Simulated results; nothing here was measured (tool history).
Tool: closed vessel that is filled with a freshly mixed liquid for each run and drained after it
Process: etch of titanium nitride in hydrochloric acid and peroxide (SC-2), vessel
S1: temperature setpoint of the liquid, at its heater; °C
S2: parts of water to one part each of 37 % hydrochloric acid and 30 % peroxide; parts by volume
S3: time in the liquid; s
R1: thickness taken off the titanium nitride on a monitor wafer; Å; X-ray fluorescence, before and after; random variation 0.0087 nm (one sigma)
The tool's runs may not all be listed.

run 1 hour=0.0 | S1=62.0 S2=8.5 S3=30 | R1=18.389
run 2 hour=7.3 | S1=57.5 S2=8.5 S3=30 | R1=13.883
run 3 hour=13.1 | S1=57.5 S2=8.5 S3=30 | R1=13.969
run 4 hour=19.8 | S1=57.0 S2=8.5 S3=30 | R1=13.396
run 5 hour=23.2 | S1=57.0 S2=8.5 S3=30 | R1=13.485
run 6 hour=26.9 | S1=56.5 S2=8.5 S3=30 | R1=12.946
run 7 hour=32.5 | S1=56.0 S2=8.5 S3=30 | R1=12.609

Forecast run 8:
run 8 hour=37.0 | S1=55.5 S2=8.5 S3=30 | R1=?

R1: 12.280 Å
